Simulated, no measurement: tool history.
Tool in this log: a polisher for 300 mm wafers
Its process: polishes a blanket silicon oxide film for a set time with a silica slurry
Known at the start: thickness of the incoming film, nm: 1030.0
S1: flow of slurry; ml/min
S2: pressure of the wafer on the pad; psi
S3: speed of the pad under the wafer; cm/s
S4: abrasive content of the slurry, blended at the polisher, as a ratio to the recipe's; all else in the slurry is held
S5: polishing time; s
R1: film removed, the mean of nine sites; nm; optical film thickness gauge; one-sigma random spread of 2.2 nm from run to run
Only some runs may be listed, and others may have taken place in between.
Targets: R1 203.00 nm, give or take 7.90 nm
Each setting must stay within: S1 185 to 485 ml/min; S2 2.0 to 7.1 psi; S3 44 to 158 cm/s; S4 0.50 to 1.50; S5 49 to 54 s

run  hour   S1   S2   S3    S4  S5      R1
  1   0.0  310  4.5  100  1.00  54  167.66
  2   0.8  310  4.7  100  1.00  54  173.00
  3   4.6  310  4.9  100  1.00  54  180.64
  4  13.1  310  4.9  100  1.10  54  184.37
  5  16.5  310  4.9   84  1.10  54  161.13
  6  20.9  310  5.2   84  1.10  54  170.02
  7  29.5  310  5.5   84  1.10  54  180.07
  8  32.5  310  5.7   84  1.10  54  185.59
  9  36.1  310  5.8   84  1.10  54  187.22

Next run, 4 choices. One meets every target within its allowed miss, the rest don't. Which?
  A  39.7  335  6.1  76  1.05  54   ?
  B  39.7  320  6.7  90  1.10  49   ?
  C  39.7  370  6.0  80  1.05  53   ?
  D  39.7  255  5.4  82  1.25  54   ?

move      R1
   A  176.73
   B  203.20
   C  179.47
   D  180.06
A: its largest miss is bigger than the last run's
B: every result lands within tolerance
C: its largest miss is bigger than the last run's
D: its largest miss is bigger than the last run's
Correct choice: B, which meets every target
